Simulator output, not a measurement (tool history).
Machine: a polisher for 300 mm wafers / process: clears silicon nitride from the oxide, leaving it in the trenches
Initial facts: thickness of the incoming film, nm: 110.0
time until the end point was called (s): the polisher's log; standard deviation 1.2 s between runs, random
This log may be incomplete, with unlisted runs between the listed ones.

run  hour  flow of slurry (ml/min)  pressure of the wafer on the pad (kPa)  speed of the pad under the wafer (m/s)  overpolish time after the end point (s)  time until the end point was called (s)
  1     0                      190                                    17.9                                       1                                        5                                   108.31
  2   7.3                      190                                    16.5                                       1                                        5                                   115.58
  3   9.1                      190                                    18.6                                    1.02                                        5                                   100.03
  4  11.3                      190                                    15.9                                    1.02                                        5                                   119.38
  5  12.1                      190                                    15.9                                    0.86                                        5                                   131.87
  6  19.7                      190                                    18.6                                    0.88                                        5                                   109.41
  7  27.1                      190                                      20                                     0.9                                        5                                   105.77

Forecast run 8:
  8  33.3                      190                                    22.1                                    0.92                                        5                                        ?

Run 8 yielded time until the end point was called (s) 91.034.
